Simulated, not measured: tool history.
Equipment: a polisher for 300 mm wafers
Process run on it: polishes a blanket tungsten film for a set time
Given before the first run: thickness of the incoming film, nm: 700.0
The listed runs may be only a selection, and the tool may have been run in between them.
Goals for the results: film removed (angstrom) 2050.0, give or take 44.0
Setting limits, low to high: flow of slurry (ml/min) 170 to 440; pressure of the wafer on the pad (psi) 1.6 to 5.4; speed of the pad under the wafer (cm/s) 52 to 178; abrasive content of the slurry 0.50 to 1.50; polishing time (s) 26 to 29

run  hour  flow of slurry (ml/min)  pressure of the wafer on the pad (psi)  speed of the pad under the wafer (cm/s)  abrasive content of the slurry  polishing time (s)  film removed (angstrom)
  1   0.0                      280                                     3.5                                      114                            1.00                  29                   1518.9
  2   1.7                      285                                     3.7                                      114                            1.00                  29                   1586.5
  3   7.7                      285                                     3.7                                      114                            0.80                  29                   1531.5
  4  10.5                      285                                     3.7                                      114                            0.95                  29                   1568.7
  5  18.3                      285                                     3.9                                      114                            0.95                  29                   1656.1
  6  22.4                      285                                     3.4                                      114                            0.95                  29                   1464.5
  7  24.5                      290                                     3.7                                      114                            0.95                  29                   1570.6
  8  32.5                      290                                     3.9                                      114                            0.95                  29                   1649.0
  9  37.4                      325                                     4.8                                      114                            0.95                  29                   2007.3

Exercise: of the 5 proposed moves below, exactly one satisfies all targets within the stated allowed misses. Which move is it?
  A  42.3                      390                                     5.0                                      120                            1.30                  27                        ?
  B  42.3                      250                                     5.4                                      120                            0.90                  27                        ?
  C  42.3                      405                                     4.8                                      126                            0.65                  28                        ?
  D  42.3                      315                                     5.2                                      114                            0.90                  27                        ?
  E  42.3                      295                                     4.6                                      126                            1.00                  27                        ?

move  film removed (angstrom)
   A                   2157.4
   B                   2073.2
   C                   1953.0
   D                   1982.3
   E                   1917.1
A: takes the biggest miss from the last run beyond its target
B: in spec on every target
C: misses by more than the last run did
D: misses by more than the last run did
E: misses by more than the last run did
Go with B: it meets all targets.
